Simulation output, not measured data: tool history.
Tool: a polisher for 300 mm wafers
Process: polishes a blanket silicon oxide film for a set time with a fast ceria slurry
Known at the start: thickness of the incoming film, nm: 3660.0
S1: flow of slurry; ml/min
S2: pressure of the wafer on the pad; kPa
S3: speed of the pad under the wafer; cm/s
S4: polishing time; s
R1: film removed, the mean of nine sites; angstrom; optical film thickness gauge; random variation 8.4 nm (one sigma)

| run | hour | S1 | S2 | S3 | S4 | R1 |
|---|---|---|---|---|---|---|
| 1 | 0.0 | 265 | 15.9 | 112 | 84 | 10112.0 |
| 2 | 3.0 | 265 | 15.9 | 84 | 84 | 7484.2 |
| 3 | 8.6 | 265 | 15.9 | 72 | 84 | 6556.5 |
| 4 | 12.6 | 290 | 15.9 | 72 | 84 | 6583.6 |
| 5 | 20.8 | 290 | 16.5 | 72 | 84 | 6914.9 |
| 6 | 24.7 | 290 | 16.5 | 50 | 84 | 4877.4 |
|  | 30.9 | worn pad replaced by a new one |
| 7 | 30.9 | 290 | 17.9 | 52 | 84 | 6065.6 |
| 8 | 38.3 | 290 | 18.6 | 52 | 84 | 6202.0 |
| 9 | 43.1 | 290 | 19.3 | 52 | 84 | 6412.6 |

Run 10 comes next. What will it give?
| 10 | 49.1 | 290 | 20.0 | 52 | 84 | ? |

{"run 10": {"R1": 6762.1}}
